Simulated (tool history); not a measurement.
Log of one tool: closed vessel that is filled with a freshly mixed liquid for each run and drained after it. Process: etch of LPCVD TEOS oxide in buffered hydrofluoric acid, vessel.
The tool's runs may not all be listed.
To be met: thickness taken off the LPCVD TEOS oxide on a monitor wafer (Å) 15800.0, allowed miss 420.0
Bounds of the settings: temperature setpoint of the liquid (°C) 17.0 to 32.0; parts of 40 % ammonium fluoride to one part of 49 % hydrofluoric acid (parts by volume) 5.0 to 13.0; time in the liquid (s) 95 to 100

run	hour	temperature setpoint of the liquid (°C)	parts of 40 % ammonium fluoride to one part of 49 % hydrofluoric acid (parts by volume)	time in the liquid (s)	thickness taken off the LPCVD TEOS oxide on a monitor wafer (Å)
1	0.0	25.0	8.0	95	6650.8
2	7.5	25.0	7.0	95	7774.2
3	8.7	27.5	6.5	95	9495.0
4	11.5	29.0	6.0	95	10925.0
5	13.9	29.0	6.0	95	10934.0
6	17.6	30.0	5.5	95	12165.0
7	22.0	30.5	5.5	95	12578.0
8	25.0	31.0	5.5	95	13180.0
9	32.0	31.5	5.5	95	13439.0

5 next moves are on the table. One of them brings every result within its allowed miss. Which?
A	39.0	32.0	5.0	100	?
B	39.0	30.5	5.0	100	?
C	39.0	32.0	5.5	100	?
D	39.0	32.0	5.0	95	?
E	39.0	31.5	5.0	95	?

move	thickness taken off the LPCVD TEOS oxide on a monitor wafer (Å)
A	15924.0
B	14722.0
C	14695.0
D	15128.0
E	14739.0
A: meets every target
B: nearer than the last run, and not there yet
C: nearer than the last run, and not there yet
D: nearer than the last run, and not there yet
E: nearer than the last run, and not there yet
Move A is the one to make.
